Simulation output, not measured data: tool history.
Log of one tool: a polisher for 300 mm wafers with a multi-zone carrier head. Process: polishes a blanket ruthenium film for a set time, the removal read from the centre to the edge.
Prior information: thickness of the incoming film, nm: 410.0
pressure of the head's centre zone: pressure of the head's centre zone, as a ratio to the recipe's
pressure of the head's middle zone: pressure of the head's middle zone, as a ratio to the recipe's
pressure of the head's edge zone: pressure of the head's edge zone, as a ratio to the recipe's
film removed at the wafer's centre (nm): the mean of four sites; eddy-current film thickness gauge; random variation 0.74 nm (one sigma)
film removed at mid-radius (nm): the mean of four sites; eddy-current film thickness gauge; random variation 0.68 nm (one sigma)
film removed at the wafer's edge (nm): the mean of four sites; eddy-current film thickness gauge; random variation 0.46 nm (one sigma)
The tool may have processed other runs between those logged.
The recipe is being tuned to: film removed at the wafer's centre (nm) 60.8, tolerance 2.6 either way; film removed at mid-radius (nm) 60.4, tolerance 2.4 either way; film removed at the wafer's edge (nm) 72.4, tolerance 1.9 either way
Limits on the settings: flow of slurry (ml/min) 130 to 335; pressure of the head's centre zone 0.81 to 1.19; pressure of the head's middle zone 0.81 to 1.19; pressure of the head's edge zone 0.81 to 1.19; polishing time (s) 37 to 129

run    day  flow of slurry (ml/min)  pressure of the head's centre zone  pressure of the head's middle zone  pressure of the head's edge zone  polishing time (s)  film removed at the wafer's centre (nm)  film removed at mid-radius (nm)  film removed at the wafer's edge (nm)
  1      0                      215                                   1                                   1                                 1                  83                                   57.737                           59.308                                 60.086
  2  0.171                      165                                   1                                   1                                 1                  83                                    53.69                             55.1                                 57.031
  3  0.333                      185                                0.99                                0.98                              1.04                  84                                   56.707                           56.613                                  60.12
  4  0.546                      200                                0.96                                0.96                              1.07                  85                                   56.034                           56.615                                 61.977
  5  0.688                      220                                0.96                                0.96                              1.07                  85                                   56.514                           58.161                                 62.648
  6  0.762                      230                                0.95                                0.94                               1.1                  86                                   58.175                           58.689                                 64.525
  7  0.833                      235                                0.94                                0.92                              1.12                  87                                   57.649                           56.976                                 66.301
  8  1.079                      245                                0.94                                0.92                              1.13                  87                                   57.797                           59.811                                  67.33
  9  1.438                      250                                0.94                                0.91                              1.14                  87                                   57.381                           57.906                                 67.606

4 next moves are on the table. One of them brings every result within its allowed miss. Which?
  A  1.796                      215                                0.81                                0.85                              1.19                  94                                        ?                                ?                                      ?
  B  1.796                      245                                0.92                                0.88                              1.14                  94                                        ?                                ?                                      ?
  C  1.796                      240                                1.02                                1.05                              1.09                  80                                        ?                                ?                                      ?
  D  1.796                      290                                1.03                                0.99                              1.08                  83                                        ?                                ?                                      ?

move  film removed at the wafer's centre (nm)  film removed at mid-radius (nm)  film removed at the wafer's edge (nm)
   A                                   51.775                           58.827                                  72.89
   B                                   60.075                           61.604                                 72.225
   C                                   56.631                           60.612                                 59.824
   D                                    60.79                           61.176                                 62.886
A: puts the biggest miss on target and leaves a different result outside tolerance
B: meets every target
C: the biggest miss grows against the last run
D: the biggest miss grows against the last run
So the answer is move B, the one that meets all the targets.
